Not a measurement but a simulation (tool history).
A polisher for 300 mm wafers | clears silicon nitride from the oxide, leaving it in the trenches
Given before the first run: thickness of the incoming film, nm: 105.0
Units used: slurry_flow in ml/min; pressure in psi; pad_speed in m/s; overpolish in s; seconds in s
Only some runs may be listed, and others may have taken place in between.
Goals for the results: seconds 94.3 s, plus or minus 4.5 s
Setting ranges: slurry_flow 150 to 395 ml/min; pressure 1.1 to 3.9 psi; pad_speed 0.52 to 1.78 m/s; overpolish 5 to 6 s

run  hour  slurry_flow  pressure  pad_speed  overpolish  seconds
  1     0          250       2.5       1.14           6   113.99
  2     2          250       2.5       1.14           5   115.54
  3   5.3          300       2.5       1.14           5   112.53
  4  14.2          300       2.5       1.14           5   115.37
  5  19.2          300       2.2       1.14           5    123.1
  6  27.9          300       2.3       1.14           5    119.7
  7  31.7          300       2.4       1.14           5   115.68
  8    38          300       2.4       1.14           5   115.14
  9  43.6          300       2.5       1.14           5   115.62
 10  46.6          300       2.6       1.14           5   111.36

Which of these 5 next moves meets every target?
  A  49.6          275       2.2       1.02           5        ?
  B  49.6          315       2.9       1.08           6        ?
  C  49.6          350       2.1       1.54           6        ?
  D  49.6          305       2.8       1.42           5        ?
  E  49.6          290         2       1.18           6        ?

move  seconds
   A   138.15
   B   104.93
   C   93.575
   D   82.861
   E   127.68
A: further off than the last run
B: nearer the targets than the last run, but a result is still out of spec
C: in spec on every target
D: takes the biggest miss from the last run beyond its target
E: further off than the last run
C is the move that brings every result within its allowed miss.
